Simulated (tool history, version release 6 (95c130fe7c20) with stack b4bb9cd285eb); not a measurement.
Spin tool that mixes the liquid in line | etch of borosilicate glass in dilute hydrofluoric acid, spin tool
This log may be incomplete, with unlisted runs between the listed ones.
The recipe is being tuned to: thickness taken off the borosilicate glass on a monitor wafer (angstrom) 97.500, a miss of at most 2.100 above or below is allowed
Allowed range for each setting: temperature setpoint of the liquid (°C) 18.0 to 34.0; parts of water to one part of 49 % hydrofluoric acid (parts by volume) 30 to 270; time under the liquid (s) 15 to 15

run  hour  temperature setpoint of the liquid (°C)  parts of water to one part of 49 % hydrofluoric acid (parts by volume)  time under the liquid (s)  thickness taken off the borosilicate glass on a monitor wafer (angstrom)
  1   0.0                                     26.0                                                                     150                         15                                                                    42.914
  2   5.5                                     26.0                                                                     150                         15                                                                    42.814
  3  12.9                                     23.0                                                                     150                         15                                                                    38.136
  4  21.4                                     25.5                                                                     135                         15                                                                    47.387
  5  27.6                                     25.5                                                                     190                         15                                                                    31.675
  6  33.5                                     27.5                                                                     165                         15                                                                    40.504
  7  37.4                                     29.0                                                                     145                         15                                                                    49.560
  8  38.3                                     30.0                                                                     130                         15                                                                    58.689
  9  39.7                                     34.0                                                                      80                         15                                                                   118.300
 10  40.7                                     33.0                                                                      80                         15                                                                   114.590
 11  46.7                                     32.0                                                                      80                         15                                                                   110.700
 12  50.2                                     31.5                                                                      80                         15                                                                   108.620

Below are 4 possible settings for the next run. Only one of them brings all results inside the allowed miss of their targets. Which is it?
  A  53.7                                     26.0                                                                      75                         15                                                                         ?
  B  53.7                                     31.5                                                                      70                         15                                                                         ?
  C  53.7                                     32.5                                                                      95                         15                                                                         ?
  D  53.7                                     32.0                                                                      90                         15                                                                         ?

move  thickness taken off the borosilicate glass on a monitor wafer (angstrom)
   A                                                                    95.018
   B                                                                   126.960
   C                                                                    93.483
   D                                                                    97.602
A: takes the biggest miss from the last run beyond its target
B: the biggest miss grows against the last run
C: takes the biggest miss from the last run beyond its target
D: every result lands within tolerance
Go with D: it meets all targets.
